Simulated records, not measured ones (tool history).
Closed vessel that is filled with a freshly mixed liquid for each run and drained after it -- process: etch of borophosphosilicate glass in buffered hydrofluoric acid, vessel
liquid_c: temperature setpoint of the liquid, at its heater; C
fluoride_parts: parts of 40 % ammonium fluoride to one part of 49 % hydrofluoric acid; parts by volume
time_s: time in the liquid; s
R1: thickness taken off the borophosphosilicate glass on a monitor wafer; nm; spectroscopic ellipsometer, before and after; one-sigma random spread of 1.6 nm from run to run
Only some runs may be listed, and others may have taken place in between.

run 1 hour=0 | liquid_c=24 fluoride_parts=17.5 time_s=90 | R1=96.672
run 2 hour=1.5 | liquid_c=20.5 fluoride_parts=17.5 time_s=90 | R1=79.243
run 3 hour=9.8 | liquid_c=22.5 fluoride_parts=16 time_s=90 | R1=98.296
run 4 hour=17.9 | liquid_c=22.5 fluoride_parts=16 time_s=100 | R1=107.94
run 5 hour=20.6 | liquid_c=24 fluoride_parts=15 time_s=100 | R1=124.87
run 6 hour=21.2 | liquid_c=25.5 fluoride_parts=14 time_s=100 | R1=144.67
run 7 hour=26 | liquid_c=26.5 fluoride_parts=13.5 time_s=100 | R1=160.6
run 8 hour=27.8 | liquid_c=27.5 fluoride_parts=13.5 time_s=100 | R1=165.02

Run 9 comes next. What will it give?
run 9 hour=29.6 | liquid_c=28 fluoride_parts=13 time_s=100 | R1=?

R1: 177.52 nm

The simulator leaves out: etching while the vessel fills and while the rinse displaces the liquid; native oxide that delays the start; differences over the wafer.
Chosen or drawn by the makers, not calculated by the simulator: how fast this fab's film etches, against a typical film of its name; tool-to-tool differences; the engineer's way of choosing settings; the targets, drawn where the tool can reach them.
